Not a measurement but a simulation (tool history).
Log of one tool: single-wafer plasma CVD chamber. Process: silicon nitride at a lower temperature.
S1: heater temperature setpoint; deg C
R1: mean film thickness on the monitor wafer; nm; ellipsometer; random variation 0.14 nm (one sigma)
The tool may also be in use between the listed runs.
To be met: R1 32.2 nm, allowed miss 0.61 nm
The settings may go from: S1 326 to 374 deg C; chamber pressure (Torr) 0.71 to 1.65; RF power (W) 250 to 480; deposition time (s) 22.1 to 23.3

{"run": 1, "hour": 0.0, "S1": 350, "chamber pressure (Torr)": 1.18, "RF power (W)": 365, "deposition time (s)": 23.3, "R1": 29.122}
{"run": 2, "hour": 6.9, "S1": 350, "chamber pressure (Torr)": 1.18, "RF power (W)": 365, "deposition time (s)": 23.3, "R1": 28.952}
{"run": 3, "hour": 15.0, "S1": 350, "chamber pressure (Torr)": 1.18, "RF power (W)": 340, "deposition time (s)": 23.3, "R1": 26.966}
{"run": 4, "hour": 20.7, "S1": 350, "chamber pressure (Torr)": 1.23, "RF power (W)": 345, "deposition time (s)": 23.3, "R1": 27.93}
{"run": 5, "hour": 24.5, "S1": 350, "chamber pressure (Torr)": 1.05, "RF power (W)": 345, "deposition time (s)": 23.3, "R1": 26.521}
{"run": 6, "hour": 26.5, "S1": 343, "chamber pressure (Torr)": 1.05, "RF power (W)": 345, "deposition time (s)": 23.3, "R1": 26.318}
{"run": 7, "hour": 27.5, "S1": 343, "chamber pressure (Torr)": 1.12, "RF power (W)": 350, "deposition time (s)": 23.3, "R1": 27.544}
{"run": 8, "hour": 32.5, "S1": 343, "chamber pressure (Torr)": 1.18, "RF power (W)": 350, "deposition time (s)": 23.3, "R1": 28.027}
{"run": 9, "hour": 39.7, "S1": 343, "chamber pressure (Torr)": 1.23, "RF power (W)": 350, "deposition time (s)": 23.3, "R1": 28.378}
{"run": 10, "hour": 45.2, "S1": 343, "chamber pressure (Torr)": 1.28, "RF power (W)": 350, "deposition time (s)": 23.3, "R1": 28.963}
{"run": 11, "hour": 49.0, "S1": 343, "chamber pressure (Torr)": 1.32, "RF power (W)": 350, "deposition time (s)": 23.3, "R1": 28.927}
{"run": 12, "hour": 55.5, "S1": 343, "chamber pressure (Torr)": 1.36, "RF power (W)": 350, "deposition time (s)": 23.3, "R1": 29.483}
{"run": 13, "hour": 61.3, "S1": 343, "chamber pressure (Torr)": 1.36, "RF power (W)": 350, "deposition time (s)": 23.3, "R1": 29.408}
{"run": 14, "hour": 64.1, "S1": 343, "chamber pressure (Torr)": 1.39, "RF power (W)": 350, "deposition time (s)": 23.3, "R1": 29.508}
{"run": 15, "hour": 66.3, "S1": 343, "chamber pressure (Torr)": 1.42, "RF power (W)": 350, "deposition time (s)": 23.3, "R1": 29.824}
{"run": 16, "hour": 74.6, "S1": 343, "chamber pressure (Torr)": 1.45, "RF power (W)": 350, "deposition time (s)": 23.3, "R1": 29.94}
{"run": 17, "hour": 75.2, "S1": 343, "chamber pressure (Torr)": 1.45, "RF power (W)": 350, "deposition time (s)": 23.3, "R1": 29.889}
{"run": 18, "hour": 79.9, "S1": 343, "chamber pressure (Torr)": 1.47, "RF power (W)": 350, "deposition time (s)": 23.3, "R1": 29.999}
{"run": 19, "hour": 87.6, "S1": 343, "chamber pressure (Torr)": 1.49, "RF power (W)": 350, "deposition time (s)": 23.3, "R1": 30.287}

5 next moves are on the table. One of them brings every result within its allowed miss. Which?
{"run": "A", "hour": 95.3, "S1": 342, "chamber pressure (Torr)": 1.47, "RF power (W)": 365, "deposition time (s)": 23.1, "R1": "?"}
{"run": "B", "hour": 95.3, "S1": 346, "chamber pressure (Torr)": 1.37, "RF power (W)": 385, "deposition time (s)": 22.1, "R1": "?"}
{"run": "C", "hour": 95.3, "S1": 340, "chamber pressure (Torr)": 1.58, "RF power (W)": 365, "deposition time (s)": 23.3, "R1": "?"}
{"run": "D", "hour": 95.3, "S1": 326, "chamber pressure (Torr)": 1.59, "RF power (W)": 350, "deposition time (s)": 23.2, "R1": "?"}
{"run": "E", "hour": 95.3, "S1": 341, "chamber pressure (Torr)": 1.62, "RF power (W)": 345, "deposition time (s)": 23.3, "R1": "?"}

move=A R1=31.192
move=B R1=30.624
move=C R1=32.204
move=D R1=31.024
move=E R1=30.707
A: nearer than the last run, and not there yet
B: nearer than the last run, and not there yet
C: meets every target
D: nearer than the last run, and not there yet
E: nearer than the last run, and not there yet
Move C is the one to make.

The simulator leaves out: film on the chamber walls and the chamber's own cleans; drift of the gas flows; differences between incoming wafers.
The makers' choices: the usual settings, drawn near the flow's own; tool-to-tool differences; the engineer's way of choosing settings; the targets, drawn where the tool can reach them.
